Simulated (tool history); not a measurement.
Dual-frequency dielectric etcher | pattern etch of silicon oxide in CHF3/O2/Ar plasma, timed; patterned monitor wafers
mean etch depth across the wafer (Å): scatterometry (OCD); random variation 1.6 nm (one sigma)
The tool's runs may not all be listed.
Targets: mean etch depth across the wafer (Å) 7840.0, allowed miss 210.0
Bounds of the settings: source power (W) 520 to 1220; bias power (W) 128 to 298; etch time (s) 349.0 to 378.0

run,day,source power (W),bias power (W),etch time (s),mean etch depth across the wafer (Å)
1,0.000,870,213,378.0,10196.0
2,0.221,970,213,378.0,10805.0
3,0.533,890,201,374.0,10028.0
4,0.900,890,201,378.0,10109.0
5,1.104,890,232,378.0,10627.0
6,1.317,890,246,378.0,10802.0
7,1.625,820,231,371.5,9978.5
8,1.912,760,223,368.0,9297.0
9,2.067,720,221,367.5,8950.8
10,2.100,690,219,367.0,8740.8
11,2.179,660,218,366.5,8460.7
12,2.433,640,217,366.5,8264.4
13,2.642,630,216,366.5,8166.4
14,2.679,620,216,366.5,8069.1

5 next moves are on the table. One of them brings every result within its allowed miss. Which?
A,2.717,560,246,349.0,?
B,2.717,610,244,368.0,?
C,2.717,720,199,349.0,?
D,2.717,610,196,372.5,?
E,2.717,690,191,378.0,?

move,mean etch depth across the wafer (Å)
A,7440.8
B,8315.8
C,8242.6
D,7858.1
E,8586.3
A: takes the result that was furthest off past its target
B: further off than the last run
C: further off than the last run
D: meets every target
E: further off than the last run
The right move is D.
